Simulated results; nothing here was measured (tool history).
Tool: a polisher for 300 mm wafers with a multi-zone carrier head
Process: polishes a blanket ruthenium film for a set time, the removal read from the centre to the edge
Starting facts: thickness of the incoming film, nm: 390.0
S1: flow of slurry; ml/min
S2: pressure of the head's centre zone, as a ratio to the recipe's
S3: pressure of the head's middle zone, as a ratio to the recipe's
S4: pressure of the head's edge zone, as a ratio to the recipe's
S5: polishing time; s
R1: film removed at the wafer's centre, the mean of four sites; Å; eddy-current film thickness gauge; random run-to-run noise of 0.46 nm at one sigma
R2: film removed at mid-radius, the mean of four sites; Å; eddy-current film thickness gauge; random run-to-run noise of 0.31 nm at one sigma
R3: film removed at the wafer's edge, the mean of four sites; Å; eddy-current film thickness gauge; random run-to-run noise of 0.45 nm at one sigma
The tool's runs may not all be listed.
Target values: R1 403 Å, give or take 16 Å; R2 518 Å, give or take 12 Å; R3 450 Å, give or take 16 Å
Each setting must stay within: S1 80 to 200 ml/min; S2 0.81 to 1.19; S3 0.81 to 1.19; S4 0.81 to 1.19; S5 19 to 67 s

| run | hour | S1 | S2 | S3 | S4 | S5 | R1 | R2 | R3 |
|---|---|---|---|---|---|---|---|---|---|
| 1 | 0 | 130 | 1 | 1 | 1 | 43 | 436.8 | 428.22 | 427.32 |
| 2 | 8 | 140 | 0.96 | 1.03 | 1 | 43 | 427.04 | 449.74 | 434.41 |
| 3 | 9.8 | 140 | 0.96 | 1.03 | 1 | 49 | 486.3 | 517.74 | 490.86 |
| 4 | 11.1 | 140 | 0.96 | 1.03 | 1 | 41 | 404.91 | 428.84 | 412.98 |
| 5 | 17.5 | 150 | 0.94 | 1.05 | 1.01 | 41 | 405.73 | 443.07 | 422.39 |
| 6 | 20.1 | 150 | 0.94 | 1.11 | 1.01 | 41 | 393.48 | 467.51 | 419.84 |
| 7 | 22.1 | 160 | 0.93 | 1.12 | 1.02 | 41 | 400.36 | 466.46 | 419.31 |
| 8 | 28.8 | 145 | 0.87 | 1.19 | 1.04 | 45 | 404.39 | 540.04 | 468.56 |
| 9 | 36.3 | 145 | 0.87 | 1.19 | 1.04 | 45 | 402.51 | 540.74 | 457.51 |

Exercise: of the 4 proposed moves below, exactly one satisfies all targets within the stated allowed misses. Which move is it?
| A | 43.8 | 130 | 0.81 | 1.19 | 1.11 | 46 | ? | ? | ? |
| B | 43.8 | 155 | 0.88 | 1.16 | 1.03 | 44 | ? | ? | ? |
| C | 43.8 | 140 | 0.84 | 1.19 | 1.05 | 46 | ? | ? | ? |
| D | 43.8 | 115 | 0.86 | 1.16 | 1.11 | 49 | ? | ? | ? |

| move | R1 | R2 | R3 |
|---|---|---|---|
| A | 374.98 | 532.98 | 474.78 |
| B | 407.22 | 518.16 | 450.42 |
| C | 396.63 | 542.19 | 467.78 |
| D | 409.14 | 537.78 | 494.76 |
A: moves toward the targets from the last run without getting all of them in spec
B: every result lands within tolerance
C: its largest miss is bigger than the last run's
D: its largest miss is bigger than the last run's
Correct choice: B, which meets every target
